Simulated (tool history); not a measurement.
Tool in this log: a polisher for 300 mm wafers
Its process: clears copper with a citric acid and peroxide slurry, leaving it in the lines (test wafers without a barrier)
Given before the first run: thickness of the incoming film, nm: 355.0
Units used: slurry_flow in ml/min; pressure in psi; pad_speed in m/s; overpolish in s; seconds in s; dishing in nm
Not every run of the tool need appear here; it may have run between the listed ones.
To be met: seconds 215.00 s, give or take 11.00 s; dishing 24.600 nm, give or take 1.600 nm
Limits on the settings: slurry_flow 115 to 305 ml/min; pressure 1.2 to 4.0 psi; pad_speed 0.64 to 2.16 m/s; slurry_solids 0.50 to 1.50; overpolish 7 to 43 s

run	day	slurry_flow	pressure	pad_speed	slurry_solids	overpolish	seconds	dishing
1	0.000	195	2.6	1.40	1.00	22	134.11	35.220
2	0.338	195	2.4	1.40	1.00	22	138.93	32.827
3	0.454	195	3.0	1.40	1.00	22	115.59	39.838
4	0.804	195	3.0	1.24	1.00	22	125.31	37.812
5	1.088	195	3.6	1.24	1.00	22	104.36	44.786
# day 1.404: slurry blender recalibrated
6	1.404	195	3.6	0.92	1.00	22	109.12	41.017
7	1.600	190	3.3	0.90	1.00	23	125.92	40.634
8	1.804	190	3.0	0.88	1.00	23	136.66	35.905
9	1.933	190	2.8	0.86	1.00	23	145.39	34.128
10	1.967	185	2.1	0.80	1.00	23	197.79	25.706

4 next moves are on the table. One of them brings every result within its allowed miss. Which?
A	2.000	190	2.0	0.92	1.05	17	?	?
B	2.000	195	1.5	1.32	0.85	24	?	?
C	2.000	235	2.5	0.64	1.15	20	?	?
D	2.000	160	2.2	0.76	1.10	21	?	?

move	seconds	dishing
A	191.30	20.701
B	219.27	24.332
C	172.32	26.523
D	194.26	24.738
A: lands further from the targets than the last run did
B: in spec on every target
C: lands further from the targets than the last run did
D: lands further from the targets than the last run did
Answer: B
